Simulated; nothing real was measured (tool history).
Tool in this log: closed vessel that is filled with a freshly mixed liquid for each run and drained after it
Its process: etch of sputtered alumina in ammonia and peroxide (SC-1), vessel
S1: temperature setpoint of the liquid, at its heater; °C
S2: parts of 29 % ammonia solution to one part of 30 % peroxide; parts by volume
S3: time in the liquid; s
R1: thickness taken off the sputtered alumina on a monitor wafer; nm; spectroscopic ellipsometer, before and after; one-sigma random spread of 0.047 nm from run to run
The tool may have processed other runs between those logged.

run	hour	S1	S2	S3	R1
1	0.0	54.0	0.80	295	18.164
2	7.3	51.5	0.80	295	15.780
3	10.6	51.5	0.70	295	15.698
4	15.9	49.5	0.70	295	13.943
5	20.6	48.0	0.70	295	12.884
6	25.3	48.0	0.85	295	13.084
7	28.2	47.0	0.85	295	12.348

Run 8, settings as shown, results not yet in. Your forecast:
8	30.4	46.0	0.85	295	?

For run 8 the tool returned R1 11.775 nm.
